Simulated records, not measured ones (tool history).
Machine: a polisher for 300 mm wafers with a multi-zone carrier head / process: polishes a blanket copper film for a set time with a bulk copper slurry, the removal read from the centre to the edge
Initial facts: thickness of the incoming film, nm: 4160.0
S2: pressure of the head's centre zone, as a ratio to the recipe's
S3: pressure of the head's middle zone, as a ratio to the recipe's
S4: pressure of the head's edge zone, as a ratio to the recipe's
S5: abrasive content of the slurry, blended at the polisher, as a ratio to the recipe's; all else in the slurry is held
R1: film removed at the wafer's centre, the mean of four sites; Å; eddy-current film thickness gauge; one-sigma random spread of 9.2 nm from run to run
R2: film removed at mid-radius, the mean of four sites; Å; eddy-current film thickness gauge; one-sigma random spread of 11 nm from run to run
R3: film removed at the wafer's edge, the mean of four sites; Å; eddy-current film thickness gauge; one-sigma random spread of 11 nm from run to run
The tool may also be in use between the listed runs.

{"run": 1, "hour": 0.0, "flow of slurry (ml/min)": 240, "S2": 1.0, "S3": 1.0, "S4": 1.0, "S5": 1.0, "polishing time (s)": 68, "R1": 6909.7, "R2": 6943.7, "R3": 6601.8}
{"run": 2, "hour": 7.9, "flow of slurry (ml/min)": 240, "S2": 1.0, "S3": 1.05, "S4": 1.0, "S5": 1.0, "polishing time (s)": 68, "R1": 7007.8, "R2": 6926.6, "R3": 6651.9}
{"run": 3, "hour": 13.7, "flow of slurry (ml/min)": 240, "S2": 1.0, "S3": 0.97, "S4": 1.0, "S5": 1.0, "polishing time (s)": 68, "R1": 6838.6, "R2": 6548.3, "R3": 6495.0}
{"run": 4, "hour": 18.0, "flow of slurry (ml/min)": 280, "S2": 1.0, "S3": 0.97, "S4": 1.0, "S5": 1.0, "polishing time (s)": 68, "R1": 6924.6, "R2": 6765.5, "R3": 6635.7}
{"run": 5, "hour": 26.0, "flow of slurry (ml/min)": 280, "S2": 1.0, "S3": 0.97, "S4": 0.94, "S5": 1.0, "polishing time (s)": 68, "R1": 7019.5, "R2": 6708.1, "R3": 6584.2}
{"run": 6, "hour": 35.0, "flow of slurry (ml/min)": 280, "S2": 1.0, "S3": 0.97, "S4": 0.94, "S5": 1.0, "polishing time (s)": 82, "R1": 8574.6, "R2": 8089.9, "R3": 7818.7}
{"run": 7, "hour": 37.0, "flow of slurry (ml/min)": 280, "S2": 0.99, "S3": 0.99, "S4": 0.94, "S5": 1.0, "polishing time (s)": 82, "R1": 8503.5, "R2": 8204.9, "R3": 7965.4}
{"run": 8, "hour": 41.5, "flow of slurry (ml/min)": 280, "S2": 0.98, "S3": 1.01, "S4": 0.94, "S5": 1.0, "polishing time (s)": 82, "R1": 8328.2, "R2": 8338.9, "R3": 7965.2}
{"run": 9, "hour": 48.4, "flow of slurry (ml/min)": 280, "S2": 0.98, "S3": 1.02, "S4": 0.94, "S5": 1.0, "polishing time (s)": 82, "R1": 8343.2, "R2": 8452.6, "R3": 7881.1}
{"run": 10, "hour": 50.0, "flow of slurry (ml/min)": 280, "S2": 0.97, "S3": 1.03, "S4": 0.94, "S5": 1.0, "polishing time (s)": 82, "R1": 8347.1, "R2": 8365.0, "R3": 7918.5}
{"run": 11, "hour": 55.6, "flow of slurry (ml/min)": 280, "S2": 0.96, "S3": 1.05, "S4": 0.94, "S5": 1.0, "polishing time (s)": 82, "R1": 8227.4, "R2": 8445.5, "R3": 7852.2}

Forecast run 12:
{"run": 12, "hour": 62.7, "flow of slurry (ml/min)": 280, "S2": 0.95, "S3": 1.06, "S4": 0.95, "S5": 1.0, "polishing time (s)": 82, "R1": "?", "R2": "?", "R3": "?"}

Run 12 came out at R1 7904.1 Å, R2 8738.3 Å, R3 7949.3 Å.
